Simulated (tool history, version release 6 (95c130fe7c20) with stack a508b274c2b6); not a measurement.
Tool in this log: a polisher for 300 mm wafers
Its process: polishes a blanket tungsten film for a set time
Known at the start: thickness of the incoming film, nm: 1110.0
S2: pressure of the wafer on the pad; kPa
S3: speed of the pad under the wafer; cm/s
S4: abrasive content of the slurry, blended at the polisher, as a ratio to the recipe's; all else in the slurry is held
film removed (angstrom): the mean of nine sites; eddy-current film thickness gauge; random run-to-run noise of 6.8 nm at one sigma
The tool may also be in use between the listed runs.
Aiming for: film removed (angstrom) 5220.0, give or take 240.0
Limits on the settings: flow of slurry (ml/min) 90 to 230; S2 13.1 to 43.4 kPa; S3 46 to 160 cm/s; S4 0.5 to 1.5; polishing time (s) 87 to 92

Run 1, hour 0.0: flow of slurry (ml/min) 150, S2 28.3 kPa, S3 102 cm/s, S4 1.0, polishing time (s) 87. Result: film removed (angstrom) 3747.1.
Run 2, hour 5.1: flow of slurry (ml/min) 150, S2 28.3 kPa, S3 102 cm/s, S4 0.8, polishing time (s) 87. Result: film removed (angstrom) 3717.9.
Run 3, hour 12.1: flow of slurry (ml/min) 150, S2 29.6 kPa, S3 102 cm/s, S4 0.8, polishing time (s) 87. Result: film removed (angstrom) 3827.0.
Run 4, hour 17.0: flow of slurry (ml/min) 170, S2 29.6 kPa, S3 102 cm/s, S4 0.8, polishing time (s) 87. Result: film removed (angstrom) 3951.4.
Run 5, hour 24.4: flow of slurry (ml/min) 170, S2 29.6 kPa, S3 102 cm/s, S4 0.8, polishing time (s) 92. Result: film removed (angstrom) 4148.0.
Run 6, hour 28.0: flow of slurry (ml/min) 170, S2 27.6 kPa, S3 102 cm/s, S4 0.8, polishing time (s) 92. Result: film removed (angstrom) 3767.3.
Run 7, hour 32.5: flow of slurry (ml/min) 170, S2 29.0 kPa, S3 102 cm/s, S4 0.8, polishing time (s) 92. Result: film removed (angstrom) 4015.3.
Run 8, hour 39.7: flow of slurry (ml/min) 170, S2 30.3 kPa, S3 102 cm/s, S4 0.8, polishing time (s) 92. Result: film removed (angstrom) 4278.0.
Run 9, hour 43.0: flow of slurry (ml/min) 170, S2 31.0 kPa, S3 102 cm/s, S4 0.8, polishing time (s) 92. Result: film removed (angstrom) 4379.8.
Run 10, hour 44.5: flow of slurry (ml/min) 170, S2 31.7 kPa, S3 102 cm/s, S4 0.8, polishing time (s) 92. Result: film removed (angstrom) 4416.6.
Run 11, hour 49.3: flow of slurry (ml/min) 170, S2 32.4 kPa, S3 102 cm/s, S4 0.8, polishing time (s) 92. Result: film removed (angstrom) 4578.9.

Below are 5 possible settings for the next run. Only one of them brings all results inside the allowed miss of their targets. Which is it?
Run A, hour 54.1: flow of slurry (ml/min) 200, S2 28.3 kPa, S3 140 cm/s, S4 0.8, polishing time (s) 91. Result: film removed (angstrom) ?.
Run B, hour 54.1: flow of slurry (ml/min) 165, S2 33.8 kPa, S3 94 cm/s, S4 0.9, polishing time (s) 87. Result: film removed (angstrom) ?.
Run C, hour 54.1: flow of slurry (ml/min) 175, S2 37.2 kPa, S3 98 cm/s, S4 0.7, polishing time (s) 88. Result: film removed (angstrom) ?.
Run D, hour 54.1: flow of slurry (ml/min) 170, S2 35.9 kPa, S3 88 cm/s, S4 0.5, polishing time (s) 92. Result: film removed (angstrom) ?.
Run E, hour 54.1: flow of slurry (ml/min) 155, S2 29.0 kPa, S3 124 cm/s, S4 0.7, polishing time (s) 87. Result: film removed (angstrom) ?.

move  film removed (angstrom)
   A                   5213.0
   B                   4173.0
   C                   4662.5
   D                   4087.9
   E                   4351.2
A: meets every target
B: the biggest miss grows against the last run
C: nearer the targets than the last run, but a result is still out of spec
D: the biggest miss grows against the last run
E: the biggest miss grows against the last run
A meets every target.

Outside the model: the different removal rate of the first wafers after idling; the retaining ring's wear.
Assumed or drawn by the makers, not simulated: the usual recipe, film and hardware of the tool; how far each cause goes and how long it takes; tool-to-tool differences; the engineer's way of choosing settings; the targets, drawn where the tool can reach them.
